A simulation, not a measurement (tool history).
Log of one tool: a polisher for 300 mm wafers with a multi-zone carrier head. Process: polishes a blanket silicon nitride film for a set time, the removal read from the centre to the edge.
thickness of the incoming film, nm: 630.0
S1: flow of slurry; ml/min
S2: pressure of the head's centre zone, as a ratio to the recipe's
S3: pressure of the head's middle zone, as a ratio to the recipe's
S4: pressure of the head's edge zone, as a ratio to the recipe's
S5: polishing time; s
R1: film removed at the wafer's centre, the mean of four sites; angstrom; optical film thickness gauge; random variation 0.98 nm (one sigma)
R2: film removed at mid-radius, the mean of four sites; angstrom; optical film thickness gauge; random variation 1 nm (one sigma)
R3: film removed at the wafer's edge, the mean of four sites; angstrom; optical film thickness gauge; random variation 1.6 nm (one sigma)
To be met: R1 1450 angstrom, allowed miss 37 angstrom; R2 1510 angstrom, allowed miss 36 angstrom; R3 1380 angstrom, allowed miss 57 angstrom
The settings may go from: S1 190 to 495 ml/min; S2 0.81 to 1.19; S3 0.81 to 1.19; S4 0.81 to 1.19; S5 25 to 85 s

run,hour,S1,S2,S3,S4,S5,R1,R2,R3
1,0,320,1,1,1,55,1166.2,1153.9,1231.2
2,3.6,320,1,0.93,1,55,1164.4,1082.3,1219.1
3,11.1,335,1.03,1,1,56,1222.9,1171.3,1243.3
4,13.7,335,1.03,1,1.08,56,1222.8,1186,1287.5
5,18.4,275,1.03,1,1.08,56,1198.3,1159.5,1269
6,22.2,275,1.03,1,1.05,56,1224.3,1149.7,1257.4
7,25.5,305,1.05,1.05,1.05,57,1270.3,1235.1,1280.9
8,26,325,1.06,1.09,1.06,58,1299,1320.9,1298.2
9,32,335,1.08,1.11,1.08,59,1362,1349.2,1346
10,35.7,345,1.08,1.13,1.07,60,1400.4,1410.7,1367.1
11,40.4,355,1.08,1.15,1.07,60,1386.3,1447.8,1390.8
12,48.8,365,1.09,1.16,1.06,60,1414.2,1449.5,1355.9
13,56,370,1.09,1.17,1.06,60,1415.9,1454.2,1385.7

Which of these 5 next moves meets every target?
A,63.2,400,1,1.03,0.94,64,?,?,?
B,63.2,485,1.06,1.01,1.09,63,?,?,?
C,63.2,475,1.06,1.05,1.06,64,?,?,?
D,63.2,370,1.1,1.19,1.05,61,?,?,?
E,63.2,320,1.14,1.08,1.1,60,?,?,?

move,R1,R2,R3
A,1390.4,1407,1360.1
B,1472,1379.3,1453.8
C,1493.7,1446.3,1454.2
D,1450.8,1507.5,1358
E,1458,1346.8,1356.1
A: further off than the last run
B: further off than the last run
C: further off than the last run
D: meets every target
E: further off than the last run
The right move is D.

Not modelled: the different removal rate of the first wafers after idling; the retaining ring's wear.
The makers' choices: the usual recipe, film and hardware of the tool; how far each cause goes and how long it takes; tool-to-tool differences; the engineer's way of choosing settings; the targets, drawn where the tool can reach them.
